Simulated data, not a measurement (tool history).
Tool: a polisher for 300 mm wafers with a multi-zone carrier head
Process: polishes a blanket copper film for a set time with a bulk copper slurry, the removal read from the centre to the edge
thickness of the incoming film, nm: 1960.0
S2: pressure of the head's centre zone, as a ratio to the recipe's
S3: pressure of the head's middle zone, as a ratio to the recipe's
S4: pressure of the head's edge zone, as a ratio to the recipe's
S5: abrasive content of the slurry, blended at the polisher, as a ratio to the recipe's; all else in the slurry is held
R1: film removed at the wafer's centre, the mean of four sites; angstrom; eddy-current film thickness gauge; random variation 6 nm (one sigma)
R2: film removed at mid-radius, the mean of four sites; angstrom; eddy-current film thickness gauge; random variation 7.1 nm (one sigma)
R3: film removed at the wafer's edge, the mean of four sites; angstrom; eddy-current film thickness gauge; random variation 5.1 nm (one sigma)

{"run": 1, "hour": 0.0, "flow of slurry (ml/min)": 235, "S2": 1, "S3": 1, "S4": 1, "S5": 1, "polishing time (s)": 66, "R1": 3857.6, "R2": 3843.1, "R3": 3851.1}
{"run": 2, "hour": 2.2, "flow of slurry (ml/min)": 245, "S2": 1.04, "S3": 1.03, "S4": 1, "S5": 1.1, "polishing time (s)": 67, "R1": 4267, "R2": 3982.5, "R3": 3943.1}
{"run": 3, "hour": 10.2, "flow of slurry (ml/min)": 250, "S2": 1.05, "S3": 1.06, "S4": 0.99, "S5": 1.15, "polishing time (s)": 69, "R1": 4396.9, "R2": 4224, "R3": 4198.2}
{"run": 4, "hour": 18.1, "flow of slurry (ml/min)": 250, "S2": 1.05, "S3": 1.06, "S4": 0.99, "S5": 1.35, "polishing time (s)": 69, "R1": 4694.3, "R2": 4529.3, "R3": 4222.4}
{"run": 5, "hour": 20.7, "flow of slurry (ml/min)": 255, "S2": 1.07, "S3": 1.08, "S4": 0.99, "S5": 1.4, "polishing time (s)": 70, "R1": 4892.6, "R2": 4564.4, "R3": 4337.2}
{"run": 6, "hour": 27.0, "flow of slurry (ml/min)": 255, "S2": 1.08, "S3": 1.1, "S4": 0.97, "S5": 1.4, "polishing time (s)": 71, "R1": 4956.8, "R2": 4761.6, "R3": 4482.4}
{"run": 7, "hour": 35.1, "flow of slurry (ml/min)": 255, "S2": 1.08, "S3": 1.1, "S4": 0.97, "S5": 1.4, "polishing time (s)": 71, "R1": 4998.3, "R2": 4709.2, "R3": 4423.7}
{"run": 8, "hour": 40.7, "flow of slurry (ml/min)": 260, "S2": 1.09, "S3": 1.12, "S4": 0.95, "S5": 1.4, "polishing time (s)": 71, "R1": 4949, "R2": 4855.3, "R3": 4366.7}
{"run": 9, "hour": 48.9, "flow of slurry (ml/min)": 265, "S2": 1.11, "S3": 1.13, "S4": 0.95, "S5": 1.4, "polishing time (s)": 71, "R1": 5090.4, "R2": 4749.9, "R3": 4382.5}
{"run": 10, "hour": 52.8, "flow of slurry (ml/min)": 265, "S2": 1.12, "S3": 1.14, "S4": 0.94, "S5": 1.4, "polishing time (s)": 72, "R1": 5261.1, "R2": 4941.3, "R3": 4475.5}
{"run": 11, "hour": 56.8, "flow of slurry (ml/min)": 265, "S2": 1.13, "S3": 1.15, "S4": 0.94, "S5": 1.4, "polishing time (s)": 72, "R1": 5208, "R2": 4880.6, "R3": 4337.9}
{"run": 12, "hour": 63.9, "flow of slurry (ml/min)": 270, "S2": 1.13, "S3": 1.15, "S4": 0.94, "S5": 1.4, "polishing time (s)": 72, "R1": 5329.9, "R2": 4965.5, "R3": 4436.1}
{"run": 13, "hour": 72.3, "flow of slurry (ml/min)": 275, "S2": 1.13, "S3": 1.15, "S4": 0.94, "S5": 1.4, "polishing time (s)": 72, "R1": 5267.6, "R2": 4931.1, "R3": 4464.7}

Run 14 comes next. What will it give?
{"run": 14, "hour": 80.2, "flow of slurry (ml/min)": 275, "S2": 1.14, "S3": 1.16, "S4": 0.94, "S5": 1.4, "polishing time (s)": 72, "R1": "?", "R2": "?", "R3": "?"}

Run 14 gave R1 5384.8 angstrom, R2 5039.6 angstrom, R3 4325 angstrom.

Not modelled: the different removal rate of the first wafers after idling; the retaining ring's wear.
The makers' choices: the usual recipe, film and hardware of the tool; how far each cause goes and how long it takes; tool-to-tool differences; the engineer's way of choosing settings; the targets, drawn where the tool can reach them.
